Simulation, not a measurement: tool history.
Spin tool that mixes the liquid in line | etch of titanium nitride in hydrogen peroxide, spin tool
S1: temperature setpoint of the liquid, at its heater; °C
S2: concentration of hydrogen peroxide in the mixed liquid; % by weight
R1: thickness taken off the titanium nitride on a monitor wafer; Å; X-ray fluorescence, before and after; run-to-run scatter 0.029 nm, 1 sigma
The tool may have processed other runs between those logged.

Run 1, day 0: S1 47 °C, S2 17.5 % by weight, time under the liquid (s) 320. Result: R1 71.549 Å.
Run 2, day 0.112: S1 47 °C, S2 17.5 % by weight, time under the liquid (s) 340. Result: R1 76.199 Å.
Run 3, day 0.45: S1 43.5 °C, S2 17.5 % by weight, time under the liquid (s) 340. Result: R1 57.881 Å.
Run 4, day 0.775: S1 43.5 °C, S2 19.5 % by weight, time under the liquid (s) 340. Result: R1 60.811 Å.
Run 5, day 0.821: S1 43.5 °C, S2 19.5 % by weight, time under the liquid (s) 320. Result: R1 56.52 Å.
Run 6, day 0.975: S1 41.5 °C, S2 19.5 % by weight, time under the liquid (s) 320. Result: R1 49.586 Å.
Run 7, day 1.162: S1 39.5 °C, S2 19.5 % by weight, time under the liquid (s) 320. Result: R1 41.856 Å.

Expected results for the next run?
Run 8, day 1.483: S1 38.5 °C, S2 19.5 % by weight, time under the liquid (s) 320. Result: R1 ?.

{"run 8": {"R1": 38.509}}
